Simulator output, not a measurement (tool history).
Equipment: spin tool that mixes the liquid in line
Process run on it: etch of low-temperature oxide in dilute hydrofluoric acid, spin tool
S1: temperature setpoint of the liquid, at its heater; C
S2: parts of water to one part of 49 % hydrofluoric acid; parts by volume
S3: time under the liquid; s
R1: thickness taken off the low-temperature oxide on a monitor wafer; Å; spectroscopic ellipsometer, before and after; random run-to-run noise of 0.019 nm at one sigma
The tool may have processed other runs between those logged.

run,hour,S1,S2,S3,R1
1,0.0,23.0,140,65,38.863
2,1.8,23.0,140,65,38.488
3,9.1,23.0,140,40,23.684
4,16.4,26.0,140,40,26.683
5,21.4,26.0,140,65,43.017
6,26.0,26.0,100,65,63.559
7,33.8,24.0,105,65,55.985
8,36.9,22.5,110,65,50.661

What does the tool deliver on the next run?
# hour 38.9: hydrofluoric acid flow meter replaced
9,38.9,22.5,110,65,?

R1: 56.380 Å
